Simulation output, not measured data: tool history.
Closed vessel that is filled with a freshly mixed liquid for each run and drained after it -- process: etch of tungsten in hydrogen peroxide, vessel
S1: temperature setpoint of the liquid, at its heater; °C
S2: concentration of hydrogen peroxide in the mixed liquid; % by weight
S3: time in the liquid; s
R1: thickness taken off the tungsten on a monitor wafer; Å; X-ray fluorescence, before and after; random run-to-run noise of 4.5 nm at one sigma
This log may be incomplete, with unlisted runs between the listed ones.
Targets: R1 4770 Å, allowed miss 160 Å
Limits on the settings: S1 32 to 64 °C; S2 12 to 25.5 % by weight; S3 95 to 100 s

Run 1, day 0: S1 48 °C, S2 17.5 % by weight, S3 95 s. Result: R1 2247.8 Å.
Run 2, day 0.242: S1 51 °C, S2 17.5 % by weight, S3 95 s. Result: R1 2757.9 Å.
Run 3, day 0.383: S1 51 °C, S2 17.5 % by weight, S3 95 s. Result: R1 2745.1 Å.
Run 4, day 0.717: S1 57.5 °C, S2 17.5 % by weight, S3 95 s. Result: R1 4109.5 Å.
Run 5, day 1: S1 57.5 °C, S2 17.5 % by weight, S3 95 s. Result: R1 3991 Å.
Run 6, day 1.167: S1 58 °C, S2 17.5 % by weight, S3 95 s. Result: R1 4163.2 Å.
Run 7, day 1.408: S1 58.5 °C, S2 17.5 % by weight, S3 95 s. Result: R1 4225.8 Å.
Run 8, day 1.542: S1 59 °C, S2 17.5 % by weight, S3 95 s. Result: R1 4419.5 Å.

Which of these 5 next moves meets every target?
Run A, day 1.675: S1 56.5 °C, S2 19.5 % by weight, S3 95 s. Result: R1 ?.
Run B, day 1.675: S1 57.5 °C, S2 17.5 % by weight, S3 100 s. Result: R1 ?.
Run C, day 1.675: S1 57.5 °C, S2 15 % by weight, S3 100 s. Result: R1 ?.
Run D, day 1.675: S1 59.5 °C, S2 17 % by weight, S3 100 s. Result: R1 ?.
Run E, day 1.675: S1 57.5 °C, S2 20.5 % by weight, S3 95 s. Result: R1 ?.

move      R1
   A  4013.9
   B    4244
   C  3929.2
   D  4697.7
   E  4363.7
A: its largest miss is bigger than the last run's
B: its largest miss is bigger than the last run's
C: its largest miss is bigger than the last run's
D: meets every target
E: its largest miss is bigger than the last run's
So the answer is move D, the one that meets all the targets.

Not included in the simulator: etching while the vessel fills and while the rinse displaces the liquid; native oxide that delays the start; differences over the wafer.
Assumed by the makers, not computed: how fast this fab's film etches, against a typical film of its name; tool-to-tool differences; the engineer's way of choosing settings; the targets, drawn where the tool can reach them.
